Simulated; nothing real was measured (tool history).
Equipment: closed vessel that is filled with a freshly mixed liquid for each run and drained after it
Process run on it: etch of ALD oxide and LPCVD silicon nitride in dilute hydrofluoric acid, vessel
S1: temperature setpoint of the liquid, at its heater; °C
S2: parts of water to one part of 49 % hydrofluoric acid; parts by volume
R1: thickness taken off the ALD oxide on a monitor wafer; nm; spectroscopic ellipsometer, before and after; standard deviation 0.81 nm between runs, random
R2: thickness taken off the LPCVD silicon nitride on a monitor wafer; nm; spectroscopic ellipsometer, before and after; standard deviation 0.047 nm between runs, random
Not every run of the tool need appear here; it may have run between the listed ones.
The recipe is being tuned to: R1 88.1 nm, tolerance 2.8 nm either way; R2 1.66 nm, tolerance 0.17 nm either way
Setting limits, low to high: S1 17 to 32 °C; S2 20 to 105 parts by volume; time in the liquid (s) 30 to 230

Run 1, hour 0: S1 24 °C, S2 55 parts by volume, time in the liquid (s) 120. Result: R1 58.056 nm, R2 0.94646 nm.
Run 2, hour 5.8: S1 24 °C, S2 65 parts by volume, time in the liquid (s) 120. Result: R1 48.517 nm, R2 0.78441 nm.
Run 3, hour 9.2: S1 24 °C, S2 75 parts by volume, time in the liquid (s) 120. Result: R1 41.061 nm, R2 0.73309 nm.
Run 4, hour 16.5: S1 24 °C, S2 75 parts by volume, time in the liquid (s) 140. Result: R1 48.316 nm, R2 0.89109 nm.
Run 5, hour 24.4: S1 24.5 °C, S2 75 parts by volume, time in the liquid (s) 140. Result: R1 48.931 nm, R2 0.83882 nm.
Run 6, hour 25.8: S1 24.5 °C, S2 75 parts by volume, time in the liquid (s) 115. Result: R1 40.125 nm, R2 0.74486 nm.
Run 7, hour 31.9: S1 25 °C, S2 70 parts by volume, time in the liquid (s) 115. Result: R1 44.875 nm, R2 0.83296 nm.
Run 8, hour 38.1: S1 25.5 °C, S2 65 parts by volume, time in the liquid (s) 115. Result: R1 49.374 nm, R2 0.90657 nm.
Run 9, hour 39.7: S1 29.5 °C, S2 40 parts by volume, time in the liquid (s) 115. Result: R1 95.772 nm, R2 1.8939 nm.
Run 10, hour 41.5: S1 28.5 °C, S2 40 parts by volume, time in the liquid (s) 115. Result: R1 93.527 nm, R2 1.7917 nm.
Run 11, hour 50.8: S1 28 °C, S2 40 parts by volume, time in the liquid (s) 115. Result: R1 92.041 nm, R2 1.7105 nm.
Run 12, hour 55.2: S1 28 °C, S2 45 parts by volume, time in the liquid (s) 115. Result: R1 81.669 nm, R2 1.5687 nm.
Run 13, hour 57.7: S1 28 °C, S2 40 parts by volume, time in the liquid (s) 115. Result: R1 93.284 nm, R2 1.6785 nm.

4 next moves are on the table. One of them brings every result within its allowed miss. Which?
Run A, hour 60.2: S1 31 °C, S2 40 parts by volume, time in the liquid (s) 90. Result: R1 ?, R2 ?.
Run B, hour 60.2: S1 20 °C, S2 30 parts by volume, time in the liquid (s) 125. Result: R1 ?, R2 ?.
Run C, hour 60.2: S1 26 °C, S2 30 parts by volume, time in the liquid (s) 80. Result: R1 ?, R2 ?.
Run D, hour 60.2: S1 28 °C, S2 45 parts by volume, time in the liquid (s) 125. Result: R1 ?, R2 ?.

move      R1      R2
   A  82.234  1.5858
   B  98.157  1.3907
   C    80.9  1.3435
   D  89.441  1.6138
A: takes the biggest miss from the last run beyond its target
B: further off than the last run
C: takes the biggest miss from the last run beyond its target
D: every result within its allowed miss
D is the move that brings every result within its allowed miss.
